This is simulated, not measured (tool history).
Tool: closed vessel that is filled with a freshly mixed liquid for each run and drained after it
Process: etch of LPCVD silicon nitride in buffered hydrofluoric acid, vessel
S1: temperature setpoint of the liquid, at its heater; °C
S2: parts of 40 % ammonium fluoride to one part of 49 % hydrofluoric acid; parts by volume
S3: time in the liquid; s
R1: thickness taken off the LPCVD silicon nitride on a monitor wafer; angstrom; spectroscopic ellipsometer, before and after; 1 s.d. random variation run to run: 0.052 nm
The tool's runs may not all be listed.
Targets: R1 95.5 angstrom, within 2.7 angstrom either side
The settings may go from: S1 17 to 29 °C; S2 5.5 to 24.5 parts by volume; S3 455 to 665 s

run,hour,S1,S2,S3,R1
1,0,21,15,665,61.34
2,7.5,23.5,15,665,70.831
3,15.3,23.5,12,665,86.676
4,20.3,23.5,9,665,112.52
5,28.3,22.5,9,665,106.51
6,35.4,22.5,9,665,105.56
7,41.2,22,9,665,103.49
8,44.1,21.5,9,665,100.28

Next run, 5 choices. One meets every target within its allowed miss, the rest don't. Which?
A,47,23.5,9.5,650,?
B,47,22.5,8.5,620,?
C,47,22,9,615,?
D,47,21,8.5,665,?
E,47,19,7.5,665,?

move,R1
A,106.57
B,105.92
C,96.06
D,104.57
E,107.07
A: further off than the last run
B: further off than the last run
C: every result within its allowed miss
D: further off than the last run
E: further off than the last run
So the answer is move C, the one that meets all the targets.
